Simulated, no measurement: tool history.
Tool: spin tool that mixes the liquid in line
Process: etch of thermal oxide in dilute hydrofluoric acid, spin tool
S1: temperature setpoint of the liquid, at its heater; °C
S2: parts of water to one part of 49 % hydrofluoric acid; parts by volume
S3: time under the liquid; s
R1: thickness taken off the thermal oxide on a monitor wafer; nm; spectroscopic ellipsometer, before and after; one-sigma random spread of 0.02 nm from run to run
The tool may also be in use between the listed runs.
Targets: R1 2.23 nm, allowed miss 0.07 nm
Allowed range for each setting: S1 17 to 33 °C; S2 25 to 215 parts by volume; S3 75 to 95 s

run  hour    S1   S2  S3      R1
  1     0    25  120  95  3.6958
  2   3.8    24  125  95  3.4151
  3   8.1  22.5  125  95   3.194
  4  13.1    22  125  95  3.1846
  5  17.4  21.5  125  95  3.1027
  6  20.9  21.5  100  95  3.9917
  7  27.2    21  105  95   3.705
     33.9  -- hydrofluoric acid flow meter replaced
  8  33.9  20.5  110  95  3.2687
  9  34.9    20  110  95  3.1913
 10  35.9  19.5  110  95  3.1105
 11  42.8  19.5  110  95  3.1227
 12  45.7    19  110  95  3.0733
 13  52.2    18  125  95   2.541
 14  59.2  17.5  130  95   2.406

Which of these 4 next moves meets every target?
  A  66.2  17.5  125  95   ?
  B  66.2    19  140  90   ?
  C  66.2    21  130  90   ?
  D  66.2  18.5  145  90   ?

move      R1
   A  2.4987
   B  2.2131
   C  2.6103
   D  2.0833
A: moves away from the targets compared with the last run
B: hits every target within its allowed miss
C: moves away from the targets compared with the last run
D: carries the result that was furthest off beyond its target, to the other side
B meets every target.
